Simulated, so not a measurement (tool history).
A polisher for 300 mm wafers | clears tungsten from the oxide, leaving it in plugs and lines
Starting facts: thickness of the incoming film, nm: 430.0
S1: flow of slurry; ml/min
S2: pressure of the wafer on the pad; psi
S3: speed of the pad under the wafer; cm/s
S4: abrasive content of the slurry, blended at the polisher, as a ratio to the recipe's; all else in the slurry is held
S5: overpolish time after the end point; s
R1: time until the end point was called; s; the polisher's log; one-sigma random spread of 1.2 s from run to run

Run 1, hour 0.0: S1 220 ml/min, S2 3.2 psi, S3 130 cm/s, S4 1.00, S5 30 s. Result: R1 78.522 s.
Run 2, hour 2.4: S1 220 ml/min, S2 3.2 psi, S3 130 cm/s, S4 0.85, S5 30 s. Result: R1 80.296 s.
Run 3, hour 3.7: S1 220 ml/min, S2 3.2 psi, S3 160 cm/s, S4 0.85, S5 30 s. Result: R1 68.859 s.
Run 4, hour 8.6: S1 220 ml/min, S2 3.2 psi, S3 160 cm/s, S4 0.85, S5 30 s. Result: R1 68.442 s.
Run 5, hour 14.1: S1 220 ml/min, S2 2.9 psi, S3 158 cm/s, S4 0.85, S5 30 s. Result: R1 75.121 s.
Run 6, hour 22.8: S1 245 ml/min, S2 2.9 psi, S3 158 cm/s, S4 0.85, S5 30 s. Result: R1 72.834 s.

Run 7 is up next; what results do you expect?
Run 7, hour 24.1: S1 235 ml/min, S2 2.7 psi, S3 158 cm/s, S4 0.85, S5 30 s. Result: R1 ?.

{"run 7": {"R1": 77.479}}
